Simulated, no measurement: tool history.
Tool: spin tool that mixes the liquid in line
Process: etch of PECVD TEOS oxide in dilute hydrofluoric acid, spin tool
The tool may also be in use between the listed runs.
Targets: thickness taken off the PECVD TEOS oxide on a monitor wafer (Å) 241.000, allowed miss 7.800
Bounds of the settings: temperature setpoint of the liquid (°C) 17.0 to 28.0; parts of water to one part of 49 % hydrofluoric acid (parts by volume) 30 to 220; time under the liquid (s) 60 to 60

run	hour	temperature setpoint of the liquid (°C)	parts of water to one part of 49 % hydrofluoric acid (parts by volume)	time under the liquid (s)	thickness taken off the PECVD TEOS oxide on a monitor wafer (Å)
1	0.0	20.0	125	60	61.783
2	6.1	17.0	125	60	54.715
3	15.1	17.0	155	60	43.031
4	21.9	18.5	140	60	52.272
5	30.4	21.0	140	60	57.967
6	38.0	22.0	125	60	69.449
7	41.9	23.0	115	60	78.684
8	47.4	23.5	105	60	88.729
9	54.0	27.5	55	60	211.280

4 next moves are on the table. One of them brings every result within its allowed miss. Which?
A	60.6	28.0	50	60	?
B	60.6	27.0	50	60	?
C	60.6	28.0	55	60	?
D	60.6	27.0	60	60	?

move	thickness taken off the PECVD TEOS oxide on a monitor wafer (Å)
A	235.380
B	226.150
C	212.430
D	185.800
A: meets every target
B: nearer than the last run, and not there yet
C: as far off as the last run
D: further off than the last run
Move A is the one to make.

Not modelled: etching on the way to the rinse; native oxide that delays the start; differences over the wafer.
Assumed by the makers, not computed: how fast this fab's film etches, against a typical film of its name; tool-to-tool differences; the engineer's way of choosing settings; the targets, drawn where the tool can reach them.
